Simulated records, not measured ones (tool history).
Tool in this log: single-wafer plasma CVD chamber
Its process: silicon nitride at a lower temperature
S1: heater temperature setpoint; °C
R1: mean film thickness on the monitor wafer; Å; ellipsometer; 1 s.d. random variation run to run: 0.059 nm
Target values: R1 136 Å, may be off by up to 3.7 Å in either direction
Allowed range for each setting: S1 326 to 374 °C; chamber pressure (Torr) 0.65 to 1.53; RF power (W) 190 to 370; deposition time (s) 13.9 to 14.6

{"run": 1, "hour": 0.0, "S1": 350, "chamber pressure (Torr)": 1.09, "RF power (W)": 280, "deposition time (s)": 14.6, "R1": 152.81}
{"run": 2, "hour": 7.9, "S1": 350, "chamber pressure (Torr)": 1.06, "RF power (W)": 275, "deposition time (s)": 14.6, "R1": 149.44}
{"run": 3, "hour": 12.6, "S1": 360, "chamber pressure (Torr)": 1.06, "RF power (W)": 275, "deposition time (s)": 14.6, "R1": 148.38}
{"run": 4, "hour": 18.9, "S1": 360, "chamber pressure (Torr)": 1.06, "RF power (W)": 295, "deposition time (s)": 14.6, "R1": 156.73}
{"run": 5, "hour": 26.8, "S1": 360, "chamber pressure (Torr)": 1.03, "RF power (W)": 290, "deposition time (s)": 14.6, "R1": 153.59}
{"run": 6, "hour": 28.9, "S1": 367, "chamber pressure (Torr)": 1.03, "RF power (W)": 290, "deposition time (s)": 14.6, "R1": 153.83}
{"run": 7, "hour": 33.3, "S1": 367, "chamber pressure (Torr)": 1, "RF power (W)": 285, "deposition time (s)": 14.6, "R1": 149.83}
{"run": 8, "hour": 36.1, "S1": 367, "chamber pressure (Torr)": 0.78, "RF power (W)": 270, "deposition time (s)": 14.5, "R1": 131.35}

Pick the move, out of 4, that brings all results within their allowed miss; only one does.
{"run": "A", "hour": 38.9, "S1": 373, "chamber pressure (Torr)": 0.71, "RF power (W)": 265, "deposition time (s)": 14.3, "R1": "?"}
{"run": "B", "hour": 38.9, "S1": 366, "chamber pressure (Torr)": 0.74, "RF power (W)": 280, "deposition time (s)": 13.9, "R1": "?"}
{"run": "C", "hour": 38.9, "S1": 346, "chamber pressure (Torr)": 0.72, "RF power (W)": 285, "deposition time (s)": 14.6, "R1": "?"}
{"run": "D", "hour": 38.9, "S1": 368, "chamber pressure (Torr)": 0.9, "RF power (W)": 245, "deposition time (s)": 14.6, "R1": "?"}

move=A R1=121.08
move=B R1=125.75
move=C R1=133.38
move=D R1=126.42
A: moves away from the targets compared with the last run
B: moves away from the targets compared with the last run
C: meets every target
D: moves away from the targets compared with the last run
The move that meets every target is C.
